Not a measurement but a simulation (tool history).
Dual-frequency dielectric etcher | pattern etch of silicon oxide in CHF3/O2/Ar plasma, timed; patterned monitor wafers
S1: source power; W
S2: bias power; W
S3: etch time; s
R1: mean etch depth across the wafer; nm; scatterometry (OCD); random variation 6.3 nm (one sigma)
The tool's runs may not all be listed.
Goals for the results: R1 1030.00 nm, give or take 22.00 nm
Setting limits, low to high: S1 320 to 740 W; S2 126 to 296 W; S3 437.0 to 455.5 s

Run 1, day 0.000: S1 530 W, S2 211 W, S3 437.0 s. Result: R1 917.74 nm.
Run 2, day 0.046: S1 530 W, S2 232 W, S3 437.0 s. Result: R1 947.13 nm.
Run 3, day 0.354: S1 490 W, S2 232 W, S3 437.0 s. Result: R1 923.53 nm.
Run 4, day 0.600: S1 530 W, S2 236 W, S3 437.5 s. Result: R1 963.66 nm.
Run 5, day 0.771: S1 530 W, S2 198 W, S3 437.5 s. Result: R1 896.06 nm.
Run 6, day 0.979: S1 610 W, S2 198 W, S3 437.5 s. Result: R1 935.11 nm.
Run 7, day 1.354: S1 610 W, S2 198 W, S3 437.5 s. Result: R1 939.08 nm.
Run 8, day 1.679: S1 610 W, S2 198 W, S3 437.5 s. Result: R1 939.08 nm.
Run 9, day 2.017: S1 640 W, S2 203 W, S3 438.0 s. Result: R1 963.91 nm.
Run 10, day 2.279: S1 660 W, S2 207 W, S3 438.5 s. Result: R1 985.06 nm.

Pick the move, out of 5, that brings all results within their allowed miss; only one does.
Run A, day 2.542: S1 630 W, S2 201 W, S3 444.0 s. Result: R1 ?.
Run B, day 2.542: S1 590 W, S2 197 W, S3 440.0 s. Result: R1 ?.
Run C, day 2.542: S1 670 W, S2 175 W, S3 450.0 s. Result: R1 ?.
Run D, day 2.542: S1 620 W, S2 221 W, S3 455.0 s. Result: R1 ?.
Run E, day 2.542: S1 570 W, S2 241 W, S3 437.5 s. Result: R1 ?.

move       R1
   A   977.65
   B   938.66
   C   963.30
   D  1032.00
   E   994.57
A: its largest miss is bigger than the last run's
B: its largest miss is bigger than the last run's
C: its largest miss is bigger than the last run's
D: all results land within tolerance of their targets
E: moves toward the targets from the last run without getting all of them in spec
The move that meets every target is D.
